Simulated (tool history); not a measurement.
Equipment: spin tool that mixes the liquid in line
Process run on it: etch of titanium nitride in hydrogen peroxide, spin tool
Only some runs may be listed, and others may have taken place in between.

run	hour	temperature setpoint of the liquid (C)	concentration of hydrogen peroxide in the mixed liquid (% by weight)	time under the liquid (s)	thickness taken off the titanium nitride on a monitor wafer (angstrom)
1	0	50	20.5	140	78.453
2	2	47.5	20.5	140	66.382
3	6.5	45.5	20.5	140	56.482
4	14.5	49	20.5	140	74.179
5	22.7	49	20.5	150	78.788
6	28.1	45	20.5	150	58.539
7	32	43.5	20.5	150	51.792
8	39.9	42.5	20.5	150	48.276
9	43.8	42	20.5	150	46.869
10	46.2	41.5	20.5	150	45.032

Forecast run 11:
11	50	39.5	20.5	150	?

Run 11 came out at thickness taken off the titanium nitride on a monitor wafer (angstrom) 38.506.

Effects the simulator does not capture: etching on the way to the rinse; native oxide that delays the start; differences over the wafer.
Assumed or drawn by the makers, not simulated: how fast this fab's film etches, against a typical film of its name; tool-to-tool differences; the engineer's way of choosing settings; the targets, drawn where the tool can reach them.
